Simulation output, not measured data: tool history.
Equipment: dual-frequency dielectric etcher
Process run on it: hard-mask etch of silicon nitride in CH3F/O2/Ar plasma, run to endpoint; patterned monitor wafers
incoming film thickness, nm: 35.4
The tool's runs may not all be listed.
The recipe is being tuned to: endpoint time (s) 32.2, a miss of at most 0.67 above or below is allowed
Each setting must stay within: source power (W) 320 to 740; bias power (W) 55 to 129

run 1 hour=0 | source_power_(W)=530 bias_power_(W)=92 | endpoint_time_(s)=39.451
run 2 hour=6.5 | source_power_(W)=550 bias_power_(W)=94 | endpoint_time_(s)=38.111
run 3 hour=13 | source_power_(W)=550 bias_power_(W)=106 | endpoint_time_(s)=36.161
run 4 hour=17.3 | source_power_(W)=570 bias_power_(W)=106 | endpoint_time_(s)=35.286
run 5 hour=25.7 | source_power_(W)=580 bias_power_(W)=106 | endpoint_time_(s)=35.461
run 6 hour=30.9 | source_power_(W)=590 bias_power_(W)=107 | endpoint_time_(s)=35.061
run 7 hour=35.1 | source_power_(W)=600 bias_power_(W)=108 | endpoint_time_(s)=34.448
-- hour=42.8 wet clean of the chamber
run 8 hour=42.8 | source_power_(W)=610 bias_power_(W)=108 | endpoint_time_(s)=35.381

Which one of the following 5 next-run settings gets every result inside its allowed miss? There is exactly one.
run A hour=50.5 | source_power_(W)=560 bias_power_(W)=126 | endpoint_time_(s)=?
run B hour=50.5 | source_power_(W)=560 bias_power_(W)=123 | endpoint_time_(s)=?
run C hour=50.5 | source_power_(W)=650 bias_power_(W)=122 | endpoint_time_(s)=?
run D hour=50.5 | source_power_(W)=590 bias_power_(W)=117 | endpoint_time_(s)=?
run E hour=50.5 | source_power_(W)=580 bias_power_(W)=123 | endpoint_time_(s)=?

move=A endpoint_time_(s)=33.449
move=B endpoint_time_(s)=33.863
move=C endpoint_time_(s)=32.169
move=D endpoint_time_(s)=34.071
move=E endpoint_time_(s)=33.424
A: nearer the targets than the last run, but a result is still out of spec
B: nearer the targets than the last run, but a result is still out of spec
C: all results land within tolerance of their targets
D: nearer the targets than the last run, but a result is still out of spec
E: nearer the targets than the last run, but a result is still out of spec
C meets every target.

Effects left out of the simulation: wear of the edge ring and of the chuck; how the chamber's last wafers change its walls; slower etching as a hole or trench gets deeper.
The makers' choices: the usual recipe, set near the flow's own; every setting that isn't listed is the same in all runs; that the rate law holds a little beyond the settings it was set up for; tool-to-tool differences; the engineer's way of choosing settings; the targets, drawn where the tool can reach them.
